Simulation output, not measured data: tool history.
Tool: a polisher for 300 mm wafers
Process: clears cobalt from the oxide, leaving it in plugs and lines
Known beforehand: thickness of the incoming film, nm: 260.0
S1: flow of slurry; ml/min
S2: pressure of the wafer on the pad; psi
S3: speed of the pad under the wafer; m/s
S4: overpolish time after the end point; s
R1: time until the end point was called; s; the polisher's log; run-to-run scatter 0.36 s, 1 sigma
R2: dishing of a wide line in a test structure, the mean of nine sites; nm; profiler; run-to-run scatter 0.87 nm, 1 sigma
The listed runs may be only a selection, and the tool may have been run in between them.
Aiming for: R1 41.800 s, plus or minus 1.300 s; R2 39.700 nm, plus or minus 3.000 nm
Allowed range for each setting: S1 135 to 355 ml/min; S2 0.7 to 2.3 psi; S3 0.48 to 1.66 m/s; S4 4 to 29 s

| run | hour | S1 | S2 | S3 | S4 | R1 | R2 |
|---|---|---|---|---|---|---|---|
| 1 | 0.0 | 225 | 1.5 | 1.06 | 15 | 70.362 | 31.745 |
| 2 | 1.3 | 205 | 1.5 | 1.06 | 15 | 71.435 | 31.312 |
| 3 | 7.7 | 210 | 1.6 | 1.06 | 15 | 66.537 | 32.293 |
| 4 | 11.0 | 210 | 1.6 | 0.92 | 15 | 76.000 | 30.318 |
| 5 | 13.4 | 210 | 1.6 | 0.92 | 21 | 75.301 | 33.609 |
| 6 | 20.5 | 210 | 1.6 | 1.14 | 21 | 61.123 | 37.080 |
| 7 | 28.5 | 210 | 1.7 | 1.14 | 20 | 58.298 | 37.214 |
| 8 | 37.3 | 210 | 1.8 | 1.14 | 20 | 55.537 | 37.240 |
| 9 | 42.1 | 210 | 1.9 | 1.14 | 20 | 52.407 | 39.329 |
| 10 | 46.7 | 210 | 1.9 | 1.14 | 19 | 52.253 | 39.396 |
| 11 | 53.9 | 210 | 1.9 | 1.14 | 18 | 52.273 | 38.107 |
| 12 | 60.4 | 220 | 2.1 | 1.14 | 16 | 47.222 | 35.870 |
| 13 | 63.4 | 220 | 2.2 | 1.14 | 18 | 45.623 | 38.852 |

Exercise: of the 5 proposed moves below, exactly one satisfies all targets within the stated allowed misses. Which move is it?
| A | 66.4 | 215 | 2.3 | 1.18 | 19 | ? | ? |
| B | 66.4 | 190 | 2.2 | 1.06 | 17 | ? | ? |
| C | 66.4 | 200 | 2.3 | 1.16 | 11 | ? | ? |
| D | 66.4 | 260 | 2.0 | 1.12 | 17 | ? | ? |
| E | 66.4 | 245 | 2.1 | 1.04 | 17 | ? | ? |

| move | R1 | R2 |
|---|---|---|
| A | 42.305 | 39.900 |
| B | 49.842 | 37.316 |
| C | 43.414 | 33.449 |
| D | 49.946 | 37.307 |
| E | 51.494 | 36.963 |
A: every result within its allowed miss
B: moves away from the targets compared with the last run
C: gains on the last run, yet a result remains outside its allowed miss
D: moves away from the targets compared with the last run
E: moves away from the targets compared with the last run
So the answer is move A, the one that meets all the targets.
